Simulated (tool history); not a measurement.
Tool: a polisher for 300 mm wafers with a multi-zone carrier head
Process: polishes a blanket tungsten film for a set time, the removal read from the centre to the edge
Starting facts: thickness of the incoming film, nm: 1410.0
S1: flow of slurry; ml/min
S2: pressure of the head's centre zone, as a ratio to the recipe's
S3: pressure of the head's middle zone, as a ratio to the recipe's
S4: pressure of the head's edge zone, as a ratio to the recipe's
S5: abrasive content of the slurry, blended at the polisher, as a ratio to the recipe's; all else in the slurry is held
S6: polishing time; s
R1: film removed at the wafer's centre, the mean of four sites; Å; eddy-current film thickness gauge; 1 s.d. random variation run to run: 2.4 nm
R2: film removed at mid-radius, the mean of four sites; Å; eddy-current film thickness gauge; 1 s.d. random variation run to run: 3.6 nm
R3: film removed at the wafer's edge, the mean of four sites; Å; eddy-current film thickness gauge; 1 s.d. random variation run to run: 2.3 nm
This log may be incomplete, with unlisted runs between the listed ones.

| run | hour | S1 | S2 | S3 | S4 | S5 | S6 | R1 | R2 | R3 |
|---|---|---|---|---|---|---|---|---|---|---|
| 1 | 0 | 185 | 1 | 1 | 1 | 1 | 59 | 4590.8 | 4404.8 | 4445.4 |
| 2 | 2.7 | 140 | 1 | 1 | 1 | 1 | 59 | 4379.9 | 4203.8 | 4381.7 |
| 3 | 4.8 | 170 | 1 | 1 | 1 | 1 | 59 | 4528.6 | 4368.6 | 4502 |
| 4 | 9 | 170 | 1 | 1 | 1 | 1.2 | 59 | 4759.7 | 4575.8 | 4598.5 |
| 5 | 17.9 | 170 | 1 | 1 | 0.94 | 1.2 | 59 | 4710.2 | 4484.8 | 4440.1 |
| 6 | 19.2 | 170 | 1 | 1 | 0.98 | 1.2 | 59 | 4837.4 | 4600.1 | 4537.8 |
| 7 | 22 | 170 | 1 | 1 | 0.98 | 1.2 | 59 | 4757.4 | 4559.3 | 4582.8 |
| 8 | 30.8 | 175 | 0.97 | 1.01 | 0.95 | 1 | 55 | 4111.4 | 4167.5 | 4046.3 |
| 9 | 35.4 | 180 | 0.95 | 1 | 0.93 | 0.85 | 52 | 3716.5 | 3695.9 | 3700.7 |
| 10 | 39.2 | 180 | 0.95 | 1 | 0.93 | 0.85 | 52 | 3678 | 3685.4 | 3684.7 |
| 11 | 48.1 | 185 | 0.93 | 1 | 0.91 | 0.75 | 50 | 3404.1 | 3576.7 | 3389.5 |
| 12 | 51.7 | 180 | 0.91 | 0.98 | 0.89 | 0.7 | 49 | 3156.2 | 3322.8 | 3256.7 |
| 13 | 57.3 | 175 | 0.91 | 0.98 | 0.87 | 0.65 | 49 | 3100.5 | 3296.1 | 3197.3 |

What does the tool deliver on the next run?
| 14 | 66 | 175 | 0.91 | 0.98 | 0.86 | 0.6 | 48 | ? | ? | ? |

R1: 2975.4 Å
R2: 3088 Å
R3: 3041.7 Å
